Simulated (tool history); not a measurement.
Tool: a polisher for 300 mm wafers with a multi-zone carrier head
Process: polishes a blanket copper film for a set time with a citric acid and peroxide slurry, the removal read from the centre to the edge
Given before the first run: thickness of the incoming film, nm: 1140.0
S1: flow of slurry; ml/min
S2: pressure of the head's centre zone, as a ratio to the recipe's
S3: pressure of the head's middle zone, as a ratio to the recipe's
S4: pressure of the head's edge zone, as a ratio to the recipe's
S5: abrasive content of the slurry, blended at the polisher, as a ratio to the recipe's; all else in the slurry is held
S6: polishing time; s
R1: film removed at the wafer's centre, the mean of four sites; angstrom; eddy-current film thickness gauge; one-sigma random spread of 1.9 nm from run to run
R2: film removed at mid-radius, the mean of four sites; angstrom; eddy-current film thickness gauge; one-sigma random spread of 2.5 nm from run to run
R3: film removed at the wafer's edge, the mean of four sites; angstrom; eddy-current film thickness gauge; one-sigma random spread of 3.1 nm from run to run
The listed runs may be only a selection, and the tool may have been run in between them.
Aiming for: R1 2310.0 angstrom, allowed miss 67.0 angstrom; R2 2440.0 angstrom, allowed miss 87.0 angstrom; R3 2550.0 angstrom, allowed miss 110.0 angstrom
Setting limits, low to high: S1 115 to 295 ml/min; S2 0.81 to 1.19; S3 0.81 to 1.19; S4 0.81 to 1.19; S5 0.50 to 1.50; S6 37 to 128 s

Run 1, hour 0.0: S1 190 ml/min, S2 1.00, S3 1.00, S4 1.00, S5 1.00, S6 82 s. Result: R1 3410.6 angstrom, R2 3337.3 angstrom, R3 3286.0 angstrom.
Run 2, hour 4.7: S1 185 ml/min, S2 0.98, S3 0.99, S4 0.99, S5 0.95, S6 81 s. Result: R1 3261.0 angstrom, R2 3200.1 angstrom, R3 3160.8 angstrom.
Run 3, hour 13.5: S1 180 ml/min, S2 0.96, S3 0.98, S4 0.99, S5 0.90, S6 80 s. Result: R1 3143.2 angstrom, R2 3085.4 angstrom, R3 3124.7 angstrom.
Run 4, hour 21.7: S1 180 ml/min, S2 0.96, S3 0.98, S4 0.99, S5 0.90, S6 95 s. Result: R1 3708.8 angstrom, R2 3628.9 angstrom, R3 3688.7 angstrom.
Run 5, hour 27.6: S1 180 ml/min, S2 0.96, S3 0.98, S4 0.99, S5 0.90, S6 78 s. Result: R1 3044.4 angstrom, R2 3000.1 angstrom, R3 3009.4 angstrom.
Run 6, hour 31.0: S1 180 ml/min, S2 0.96, S3 0.98, S4 0.96, S5 0.90, S6 78 s. Result: R1 3028.7 angstrom, R2 3000.0 angstrom, R3 2957.3 angstrom.
At hour 39.3: centre zone pressure recalibrated.
Run 7, hour 39.3: S1 175 ml/min, S2 0.94, S3 0.97, S4 0.95, S5 0.85, S6 78 s. Result: R1 2781.8 angstrom, R2 2906.0 angstrom, R3 2947.8 angstrom.
Run 8, hour 44.9: S1 175 ml/min, S2 0.94, S3 0.97, S4 0.95, S5 0.85, S6 78 s. Result: R1 2830.4 angstrom, R2 2897.0 angstrom, R3 2849.5 angstrom.
Run 9, hour 51.8: S1 170 ml/min, S2 0.93, S3 0.96, S4 0.94, S5 0.85, S6 78 s. Result: R1 2752.5 angstrom, R2 2871.0 angstrom, R3 2970.6 angstrom.
Run 10, hour 58.5: S1 170 ml/min, S2 0.93, S3 0.95, S4 0.93, S5 0.80, S6 78 s. Result: R1 2735.1 angstrom, R2 2786.4 angstrom, R3 2857.0 angstrom.
Run 11, hour 67.2: S1 170 ml/min, S2 0.93, S3 0.95, S4 0.93, S5 0.80, S6 78 s. Result: R1 2760.8 angstrom, R2 2836.4 angstrom, R3 2882.7 angstrom.
Run 12, hour 69.6: S1 170 ml/min, S2 0.92, S3 0.94, S4 0.92, S5 0.75, S6 78 s. Result: R1 2705.9 angstrom, R2 2778.3 angstrom, R3 2851.5 angstrom.

Which one of the following 4 next-run settings gets every result inside its allowed miss? There is exactly one.
Run A, hour 72.0: S1 175 ml/min, S2 0.89, S3 0.91, S4 0.92, S5 0.70, S6 70 s. Result: R1 ?, R2 ?, R3 ?.
Run B, hour 72.0: S1 165 ml/min, S2 1.11, S3 0.81, S4 0.96, S5 0.75, S6 84 s. Result: R1 ?, R2 ?, R3 ?.
Run C, hour 72.0: S1 150 ml/min, S2 1.02, S3 0.93, S4 0.88, S5 0.80, S6 78 s. Result: R1 ?, R2 ?, R3 ?.
Run D, hour 72.0: S1 145 ml/min, S2 0.88, S3 0.98, S4 0.90, S5 0.70, S6 68 s. Result: R1 ?, R2 ?, R3 ?.

move      R1      R2      R3
   A  2299.9  2387.4  2502.6
   B  3380.7  2600.9  3075.8
   C  2868.5  2680.4  2728.2
   D  2118.1  2373.5  2338.6
A: every result lands within tolerance
B: the biggest miss grows against the last run
C: the biggest miss grows against the last run
D: moves the result that the last run missed by most past its target, out the other side
Go with A: it meets all targets.

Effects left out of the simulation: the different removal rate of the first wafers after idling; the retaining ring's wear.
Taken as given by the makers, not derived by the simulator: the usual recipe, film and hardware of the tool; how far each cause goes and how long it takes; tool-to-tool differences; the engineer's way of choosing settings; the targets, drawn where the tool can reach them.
